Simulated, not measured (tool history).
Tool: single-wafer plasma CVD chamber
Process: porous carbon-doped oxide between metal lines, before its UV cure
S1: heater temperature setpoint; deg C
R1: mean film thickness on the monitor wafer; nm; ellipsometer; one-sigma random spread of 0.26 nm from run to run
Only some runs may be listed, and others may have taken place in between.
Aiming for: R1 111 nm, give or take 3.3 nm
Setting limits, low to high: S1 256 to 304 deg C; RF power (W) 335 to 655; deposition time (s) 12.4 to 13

Run 1, hour 0: S1 280 deg C, RF power (W) 495, deposition time (s) 13. Result: R1 83.846 nm.
Run 2, hour 4.2: S1 275 deg C, RF power (W) 525, deposition time (s) 13. Result: R1 91.955 nm.
Run 3, hour 9.1: S1 275 deg C, RF power (W) 455, deposition time (s) 13. Result: R1 81.061 nm.
Run 4, hour 17: S1 275 deg C, RF power (W) 490, deposition time (s) 13. Result: R1 86.672 nm.
Run 5, hour 25.8: S1 267 deg C, RF power (W) 490, deposition time (s) 13. Result: R1 92.046 nm.
Run 6, hour 28.7: S1 265 deg C, RF power (W) 505, deposition time (s) 13. Result: R1 95.656 nm.
Run 7, hour 30.8: S1 263 deg C, RF power (W) 520, deposition time (s) 13. Result: R1 99.426 nm.
Run 8, hour 37.5: S1 261 deg C, RF power (W) 530, deposition time (s) 13. Result: R1 103.15 nm.
Run 9, hour 45.8: S1 260 deg C, RF power (W) 535, deposition time (s) 13. Result: R1 104.53 nm.
Run 10, hour 50.6: S1 259 deg C, RF power (W) 540, deposition time (s) 13. Result: R1 106.49 nm.

Which single option among these 4 for the next run brings every result within its allowed miss of target? Just one does.
Run A, hour 55.4: S1 256 deg C, RF power (W) 600, deposition time (s) 13. Result: R1 ?.
Run B, hour 55.4: S1 260 deg C, RF power (W) 625, deposition time (s) 13. Result: R1 ?.
Run C, hour 55.4: S1 259 deg C, RF power (W) 635, deposition time (s) 13. Result: R1 ?.
Run D, hour 55.4: S1 257 deg C, RF power (W) 550, deposition time (s) 13. Result: R1 ?.

move      R1
   A  118.17
   B  118.16
   C  120.56
   D  109.39
A: moves the result that the last run missed by most past its target, out the other side
B: moves the result that the last run missed by most past its target, out the other side
C: moves the result that the last run missed by most past its target, out the other side
D: in spec on every target
The move that meets every target is D.
